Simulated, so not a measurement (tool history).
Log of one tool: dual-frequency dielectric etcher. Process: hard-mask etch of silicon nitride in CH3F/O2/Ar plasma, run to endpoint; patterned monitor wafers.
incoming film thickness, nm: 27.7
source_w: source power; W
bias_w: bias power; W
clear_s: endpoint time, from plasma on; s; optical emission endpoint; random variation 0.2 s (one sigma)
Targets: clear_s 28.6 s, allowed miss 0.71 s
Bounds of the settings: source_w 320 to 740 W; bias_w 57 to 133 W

run,day,source_w,bias_w,clear_s
1,0,530,95,33.103
2,0.167,530,81,34.937
3,0.383,600,81,33.33
4,0.629,610,83,32.803
5,0.921,530,83,34.485
6,1.25,580,83,33.652
7,1.538,600,85,32.665
8,1.708,700,95,29.852
9,1.942,700,96,29.437

5 next moves are on the table. One of them brings every result within its allowed miss. Which?
A,2.175,700,90,?
B,2.175,740,115,?
C,2.175,740,109,?
D,2.175,670,107,?
E,2.175,680,94,?

move,clear_s
A,30.751
B,27.097
C,27.733
D,28.991
E,30.503
A: further off than the last run
B: takes the result that was furthest off past its target
C: takes the result that was furthest off past its target
D: meets every target
E: further off than the last run
Move D is the one to make.

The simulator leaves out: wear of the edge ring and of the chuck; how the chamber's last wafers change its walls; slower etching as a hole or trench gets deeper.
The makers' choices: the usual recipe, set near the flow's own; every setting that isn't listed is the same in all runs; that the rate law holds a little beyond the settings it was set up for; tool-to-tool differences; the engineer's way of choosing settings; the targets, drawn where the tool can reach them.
